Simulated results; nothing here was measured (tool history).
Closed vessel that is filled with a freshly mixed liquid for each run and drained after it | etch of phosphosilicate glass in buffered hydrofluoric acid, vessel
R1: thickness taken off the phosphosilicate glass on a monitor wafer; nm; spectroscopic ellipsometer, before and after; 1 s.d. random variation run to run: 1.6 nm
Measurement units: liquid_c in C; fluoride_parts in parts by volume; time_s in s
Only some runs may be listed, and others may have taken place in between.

{"run": 1, "hour": 0.0, "liquid_c": 21.0, "fluoride_parts": 21.5, "time_s": 105, "R1": 246.19}
{"run": 2, "hour": 1.7, "liquid_c": 20.0, "fluoride_parts": 21.5, "time_s": 105, "R1": 231.38}
{"run": 3, "hour": 4.8, "liquid_c": 21.5, "fluoride_parts": 21.5, "time_s": 105, "R1": 248.17}
{"run": 4, "hour": 5.8, "liquid_c": 20.5, "fluoride_parts": 21.5, "time_s": 105, "R1": 235.14}
{"run": 5, "hour": 13.5, "liquid_c": 20.5, "fluoride_parts": 21.5, "time_s": 115, "R1": 261.74}
{"run": 6, "hour": 14.0, "liquid_c": 20.5, "fluoride_parts": 15.5, "time_s": 115, "R1": 348.01}

Run 7, settings as shown, results not yet in. Your forecast:
{"run": 7, "hour": 15.5, "liquid_c": 19.5, "fluoride_parts": 17.5, "time_s": 115, "R1": "?"}

Run 7 measured R1 296.05 nm.

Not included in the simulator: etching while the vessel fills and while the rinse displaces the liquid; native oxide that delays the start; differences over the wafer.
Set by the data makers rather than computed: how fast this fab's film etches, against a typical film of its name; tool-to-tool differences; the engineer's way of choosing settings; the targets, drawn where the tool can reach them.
